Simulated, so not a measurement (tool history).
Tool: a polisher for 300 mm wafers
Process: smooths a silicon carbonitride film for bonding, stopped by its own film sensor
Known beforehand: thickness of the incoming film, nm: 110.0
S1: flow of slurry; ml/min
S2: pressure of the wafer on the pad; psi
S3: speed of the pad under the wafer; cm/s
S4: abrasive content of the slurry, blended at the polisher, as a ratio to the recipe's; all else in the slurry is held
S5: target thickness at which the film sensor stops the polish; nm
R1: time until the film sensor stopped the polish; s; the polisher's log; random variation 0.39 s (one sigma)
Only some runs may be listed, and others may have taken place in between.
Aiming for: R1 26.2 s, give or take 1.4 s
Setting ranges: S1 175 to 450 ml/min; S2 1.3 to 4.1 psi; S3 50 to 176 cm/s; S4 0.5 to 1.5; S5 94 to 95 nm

| run | day | S1 | S2 | S3 | S4 | S5 | R1 |
|---|---|---|---|---|---|---|---|
| 1 | 0 | 290 | 2.7 | 112 | 1 | 94 | 39.567 |
| 2 | 0.162 | 290 | 2.8 | 112 | 1 | 94 | 39.063 |
| 3 | 0.358 | 290 | 2.9 | 112 | 1 | 94 | 38.355 |
| 4 | 0.438 | 290 | 2.9 | 112 | 1 | 95 | 35.526 |
| 5 | 0.679 | 290 | 2.9 | 112 | 1.15 | 95 | 32.961 |
| 6 | 1.017 | 290 | 2.9 | 112 | 0.95 | 95 | 36.088 |
| 7 | 1.254 | 290 | 3 | 112 | 0.95 | 95 | 35.426 |
| 8 | 1.538 | 290 | 3.1 | 112 | 0.95 | 95 | 34.955 |
|  | 1.821 | worn pad replaced by a new one |
| 9 | 1.821 | 290 | 3.2 | 112 | 0.95 | 95 | 33.079 |

Pick the move, out of 5, that brings all results within their allowed miss; only one does.
| A | 2.104 | 200 | 3.8 | 108 | 1.1 | 94 | ? |
| B | 2.104 | 270 | 3.1 | 86 | 0.85 | 95 | ? |
| C | 2.104 | 305 | 3.3 | 126 | 1.05 | 95 | ? |
| D | 2.104 | 245 | 3.5 | 130 | 0.9 | 95 | ? |
| E | 2.104 | 285 | 3.9 | 106 | 0.85 | 95 | ? |

| move | R1 |
|---|---|
| A | 29.568 |
| B | 45.558 |
| C | 27.344 |
| D | 28.657 |
| E | 31.909 |
A: an improvement on the last run, though not all results are within tolerance
B: further off than the last run
C: in spec on every target
D: an improvement on the last run, though not all results are within tolerance
E: an improvement on the last run, though not all results are within tolerance
So the answer is move C, the one that meets all the targets.
